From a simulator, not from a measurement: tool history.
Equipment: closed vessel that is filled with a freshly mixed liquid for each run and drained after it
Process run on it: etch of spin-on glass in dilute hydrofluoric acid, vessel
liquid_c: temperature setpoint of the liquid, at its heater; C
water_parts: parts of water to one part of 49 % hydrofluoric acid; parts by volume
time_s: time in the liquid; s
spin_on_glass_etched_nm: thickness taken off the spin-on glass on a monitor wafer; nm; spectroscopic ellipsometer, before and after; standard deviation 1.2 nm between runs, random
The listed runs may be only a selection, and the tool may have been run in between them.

run 1 hour=0.0 | liquid_c=23.0 water_parts=140 time_s=630 | spin_on_glass_etched_nm=96.408
run 2 hour=8.2 | liquid_c=24.0 water_parts=140 time_s=630 | spin_on_glass_etched_nm=100.560
run 3 hour=12.8 | liquid_c=24.0 water_parts=140 time_s=670 | spin_on_glass_etched_nm=106.020
run 4 hour=19.5 | liquid_c=20.5 water_parts=140 time_s=670 | spin_on_glass_etched_nm=94.470
run 5 hour=21.7 | liquid_c=20.5 water_parts=185 time_s=670 | spin_on_glass_etched_nm=67.129
run 6 hour=24.3 | liquid_c=20.5 water_parts=215 time_s=670 | spin_on_glass_etched_nm=56.233
run 7 hour=28.2 | liquid_c=22.0 water_parts=205 time_s=670 | spin_on_glass_etched_nm=62.994

Predict the results of run 8:
run 8 hour=29.8 | liquid_c=23.0 water_parts=195 time_s=670 | spin_on_glass_etched_nm=?

{"run 8": {"spin_on_glass_etched_nm": 69.785}}
